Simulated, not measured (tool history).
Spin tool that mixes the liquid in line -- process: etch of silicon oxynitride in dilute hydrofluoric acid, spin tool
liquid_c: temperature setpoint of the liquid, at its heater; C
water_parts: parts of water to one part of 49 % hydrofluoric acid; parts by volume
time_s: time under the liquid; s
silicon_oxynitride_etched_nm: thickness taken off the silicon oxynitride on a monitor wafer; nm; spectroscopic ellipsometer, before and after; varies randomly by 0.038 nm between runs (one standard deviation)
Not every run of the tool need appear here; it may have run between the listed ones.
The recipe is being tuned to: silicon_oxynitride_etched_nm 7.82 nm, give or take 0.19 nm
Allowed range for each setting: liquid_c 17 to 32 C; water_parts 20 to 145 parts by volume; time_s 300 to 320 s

{"run": 1, "day": 0.0, "liquid_c": 24, "water_parts": 80, "time_s": 300, "silicon_oxynitride_etched_nm": 9.3324}
{"run": 2, "day": 0.104, "liquid_c": 23, "water_parts": 80, "time_s": 300, "silicon_oxynitride_etched_nm": 8.8726}
{"run": 3, "day": 0.383, "liquid_c": 22.5, "water_parts": 80, "time_s": 300, "silicon_oxynitride_etched_nm": 8.7649}
{"run": 4, "day": 0.442, "liquid_c": 22.5, "water_parts": 80, "time_s": 300, "silicon_oxynitride_etched_nm": 8.6228}
{"run": 5, "day": 0.5, "liquid_c": 22, "water_parts": 80, "time_s": 300, "silicon_oxynitride_etched_nm": 8.4868}
{"run": 6, "day": 0.642, "liquid_c": 22, "water_parts": 80, "time_s": 320, "silicon_oxynitride_etched_nm": 8.9031}
{"run": 7, "day": 0.683, "liquid_c": 21.5, "water_parts": 80, "time_s": 320, "silicon_oxynitride_etched_nm": 8.7432}
{"run": 8, "day": 0.842, "liquid_c": 21, "water_parts": 80, "time_s": 320, "silicon_oxynitride_etched_nm": 8.5972}
{"run": 9, "day": 1.212, "liquid_c": 20.5, "water_parts": 80, "time_s": 320, "silicon_oxynitride_etched_nm": 8.3665}
{"run": 10, "day": 1.383, "liquid_c": 20, "water_parts": 80, "time_s": 320, "silicon_oxynitride_etched_nm": 8.1807}

Below are 4 possible settings for the next run. Only one of them brings all results inside the allowed miss of their targets. Which is it?
{"run": "A", "day": 1.554, "liquid_c": 21, "water_parts": 90, "time_s": 315, "silicon_oxynitride_etched_nm": "?"}
{"run": "B", "day": 1.554, "liquid_c": 22.5, "water_parts": 90, "time_s": 310, "silicon_oxynitride_etched_nm": "?"}
{"run": "C", "day": 1.554, "liquid_c": 20, "water_parts": 70, "time_s": 300, "silicon_oxynitride_etched_nm": "?"}
{"run": "D", "day": 1.554, "liquid_c": 20, "water_parts": 85, "time_s": 310, "silicon_oxynitride_etched_nm": "?"}

move=A silicon_oxynitride_etched_nm=7.4733
move=B silicon_oxynitride_etched_nm=7.9092
move=C silicon_oxynitride_etched_nm=8.8416
move=D silicon_oxynitride_etched_nm=7.4421
A: takes the result that was furthest off past its target
B: each result inside its tolerance
C: the biggest miss grows against the last run
D: takes the result that was furthest off past its target
Go with B: it meets all targets.

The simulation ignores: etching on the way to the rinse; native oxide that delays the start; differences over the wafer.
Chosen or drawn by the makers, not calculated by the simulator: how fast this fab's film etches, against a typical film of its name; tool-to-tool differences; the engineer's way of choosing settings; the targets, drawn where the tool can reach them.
